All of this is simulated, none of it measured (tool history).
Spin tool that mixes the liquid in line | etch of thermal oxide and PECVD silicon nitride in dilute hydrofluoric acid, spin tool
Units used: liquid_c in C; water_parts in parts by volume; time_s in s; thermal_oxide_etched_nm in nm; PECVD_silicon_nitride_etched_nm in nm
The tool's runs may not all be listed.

run,hour,liquid_c,water_parts,time_s,thermal_oxide_etched_nm,PECVD_silicon_nitride_etched_nm
1,0,25,50,180,20.643,12.043
2,6.7,25,50,240,27.703,16.073
3,9.6,25,50,295,34.084,19.738
4,13.9,27,50,295,36.783,22.684
5,16.8,27,50,220,27.447,16.917
6,20.4,25,55,220,22.797,13.403
7,21.2,23.5,60,215,19.086,10.88
8,28.3,22,65,210,15.994,8.8494
9,34.5,21,70,210,14.301,7.7216
10,37.3,20,75,205,12.455,6.6224
11,45.7,19.5,80,200,11.028,5.8203
# hour 48.3: thermometer replaced
12,48.3,19,80,195,9.7027,4.7461
13,52.1,19,85,200,9.3283,4.6252

Run 14 is up next; what results do you expect?
14,52.8,19,90,200,?,?

thermal_oxide_etched_nm: 8.6984 nm
PECVD_silicon_nitride_etched_nm: 4.3515 nm
